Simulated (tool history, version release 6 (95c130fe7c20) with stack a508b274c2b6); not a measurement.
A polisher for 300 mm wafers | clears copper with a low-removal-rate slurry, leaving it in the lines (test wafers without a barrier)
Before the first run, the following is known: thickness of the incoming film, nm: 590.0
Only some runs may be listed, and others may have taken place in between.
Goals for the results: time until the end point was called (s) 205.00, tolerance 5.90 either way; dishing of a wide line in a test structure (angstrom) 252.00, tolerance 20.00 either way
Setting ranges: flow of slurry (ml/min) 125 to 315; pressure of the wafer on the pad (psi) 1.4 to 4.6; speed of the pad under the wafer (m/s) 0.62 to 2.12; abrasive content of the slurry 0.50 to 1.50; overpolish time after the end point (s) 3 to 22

run,hour,flow of slurry (ml/min),pressure of the wafer on the pad (psi),speed of the pad under the wafer (m/s),abrasive content of the slurry,overpolish time after the end point (s),time until the end point was called (s),dishing of a wide line in a test structure (angstrom)
1,0.0,205,3.0,1.36,1.00,11,157.03,268.45
2,8.9,205,3.0,1.36,1.00,15,152.37,385.82
3,10.0,205,3.4,1.36,1.00,15,138.57,400.63
4,10.7,205,3.4,1.36,1.15,15,132.99,420.44
5,19.0,205,3.4,1.10,1.15,15,165.54,359.50
6,21.4,205,3.4,1.10,1.05,15,169.19,343.44
7,22.6,205,3.3,1.10,1.05,15,170.88,324.56
8,26.5,205,3.2,1.10,1.05,15,175.33,322.03
# hour 35.2: head pressure recalibrated
9,35.2,205,3.1,1.10,1.05,15,163.65,339.55
10,43.7,190,2.3,1.06,1.05,14,228.82,239.89
11,50.1,200,2.3,1.06,1.05,14,230.84,235.33
12,56.6,200,2.4,1.06,1.05,14,215.79,249.58
13,63.2,205,2.4,1.06,1.05,14,221.55,260.15

Pick the move, out of 5, that brings all results within their allowed miss; only one does.
A,69.8,235,1.9,1.12,1.00,18,?,?
B,69.8,235,2.4,1.16,0.90,13,?,?
C,69.8,205,2.9,0.82,1.00,15,?,?
D,69.8,210,2.6,0.92,0.80,16,?,?
E,69.8,215,2.2,0.98,1.00,16,?,?

move,time until the end point was called (s),dishing of a wide line in a test structure (angstrom)
A,257.57,263.63
B,203.48,245.91
C,236.70,245.82
D,243.72,252.81
E,257.98,238.57
A: further off than the last run
B: every result lands within tolerance
C: further off than the last run
D: further off than the last run
E: further off than the last run
B is the move that brings every result within its allowed miss.
